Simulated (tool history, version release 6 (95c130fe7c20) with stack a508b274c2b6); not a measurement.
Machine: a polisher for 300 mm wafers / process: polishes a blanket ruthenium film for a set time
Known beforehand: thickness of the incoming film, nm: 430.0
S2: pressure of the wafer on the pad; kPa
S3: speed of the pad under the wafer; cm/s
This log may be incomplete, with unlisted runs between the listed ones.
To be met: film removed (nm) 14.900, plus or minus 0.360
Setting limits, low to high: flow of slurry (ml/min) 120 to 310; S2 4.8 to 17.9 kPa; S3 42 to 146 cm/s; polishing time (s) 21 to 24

Run 1, hour 0.0: flow of slurry (ml/min) 200, S2 11.0 kPa, S3 94 cm/s, polishing time (s) 24. Result: film removed (nm) 22.152.
Run 2, hour 5.5: flow of slurry (ml/min) 190, S2 9.7 kPa, S3 94 cm/s, polishing time (s) 24. Result: film removed (nm) 19.203.
Run 3, hour 7.4: flow of slurry (ml/min) 230, S2 9.7 kPa, S3 94 cm/s, polishing time (s) 24. Result: film removed (nm) 20.107.
Run 4, hour 10.1: flow of slurry (ml/min) 210, S2 9.0 kPa, S3 94 cm/s, polishing time (s) 24. Result: film removed (nm) 18.469.
Run 5, hour 14.1: flow of slurry (ml/min) 210, S2 11.0 kPa, S3 94 cm/s, polishing time (s) 24. Result: film removed (nm) 22.458.
Run 6, hour 22.1: flow of slurry (ml/min) 170, S2 11.0 kPa, S3 94 cm/s, polishing time (s) 24. Result: film removed (nm) 21.635.
Run 7, hour 26.2: flow of slurry (ml/min) 160, S2 9.7 kPa, S3 94 cm/s, polishing time (s) 24. Result: film removed (nm) 19.019.
Run 8, hour 28.2: flow of slurry (ml/min) 155, S2 9.0 kPa, S3 94 cm/s, polishing time (s) 24. Result: film removed (nm) 17.569.
Run 9, hour 33.5: flow of slurry (ml/min) 150, S2 8.3 kPa, S3 94 cm/s, polishing time (s) 24. Result: film removed (nm) 16.217.
Run 10, hour 36.2: flow of slurry (ml/min) 145, S2 8.3 kPa, S3 94 cm/s, polishing time (s) 24. Result: film removed (nm) 15.992.
Run 11, hour 42.2: flow of slurry (ml/min) 140, S2 8.3 kPa, S3 94 cm/s, polishing time (s) 24. Result: film removed (nm) 16.059.

Exercise: of the 4 proposed moves below, exactly one satisfies all targets within the stated allowed misses. Which move is it?
Run A, hour 48.2: flow of slurry (ml/min) 145, S2 8.3 kPa, S3 112 cm/s, polishing time (s) 23. Result: film removed (nm) ?.
Run B, hour 48.2: flow of slurry (ml/min) 150, S2 9.7 kPa, S3 92 cm/s, polishing time (s) 22. Result: film removed (nm) ?.
Run C, hour 48.2: flow of slurry (ml/min) 135, S2 9.0 kPa, S3 94 cm/s, polishing time (s) 24. Result: film removed (nm) ?.
Run D, hour 48.2: flow of slurry (ml/min) 195, S2 8.3 kPa, S3 86 cm/s, polishing time (s) 23. Result: film removed (nm) ?.

move  film removed (nm)
   A             18.179
   B             16.943
   C             17.198
   D             15.163
A: moves away from the targets compared with the last run
B: moves away from the targets compared with the last run
C: moves away from the targets compared with the last run
D: every result within its allowed miss
So the answer is move D, the one that meets all the targets.

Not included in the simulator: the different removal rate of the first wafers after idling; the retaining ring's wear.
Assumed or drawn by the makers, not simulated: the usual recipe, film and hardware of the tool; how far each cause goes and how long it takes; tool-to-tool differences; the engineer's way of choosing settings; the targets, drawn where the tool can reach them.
